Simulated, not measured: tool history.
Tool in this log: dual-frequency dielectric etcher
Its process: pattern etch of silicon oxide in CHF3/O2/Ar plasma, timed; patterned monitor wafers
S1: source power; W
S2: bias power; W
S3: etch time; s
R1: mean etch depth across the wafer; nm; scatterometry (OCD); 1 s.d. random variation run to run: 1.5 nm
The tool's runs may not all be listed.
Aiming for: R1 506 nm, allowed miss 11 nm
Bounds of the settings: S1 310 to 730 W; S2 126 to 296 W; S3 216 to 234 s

| run | day | S1 | S2 | S3 | R1 |
|---|---|---|---|---|---|
| 1 | 0 | 520 | 211 | 234 | 462.35 |
| 2 | 0.238 | 550 | 214 | 234 | 470.06 |
| 3 | 0.383 | 580 | 218 | 234 | 481.35 |
| 4 | 0.504 | 580 | 199 | 234 | 468.6 |
| 5 | 0.871 | 610 | 203 | 234 | 477.69 |
| 6 | 1.112 | 610 | 203 | 234 | 478.94 |
| 7 | 1.317 | 630 | 206 | 234 | 483.48 |
| 8 | 1.596 | 650 | 209 | 234 | 490.15 |
| 9 | 1.858 | 660 | 211 | 234 | 492.11 |

5 candidate next runs follow, results not yet known. Just one meets every target within its allowed miss. Identify it.
| A | 2.121 | 690 | 211 | 225 | ? |
| B | 2.121 | 680 | 194 | 225 | ? |
| C | 2.121 | 700 | 179 | 228.5 | ? |
| D | 2.121 | 730 | 185 | 230.5 | ? |
| E | 2.121 | 730 | 220 | 230 | ? |

| move | R1 |
|---|---|
| A | 480.72 |
| B | 469.64 |
| C | 472.59 |
| D | 486.08 |
| E | 504.42 |
A: moves away from the targets compared with the last run
B: moves away from the targets compared with the last run
C: moves away from the targets compared with the last run
D: moves away from the targets compared with the last run
E: in spec on every target
Go with E: it meets all targets.
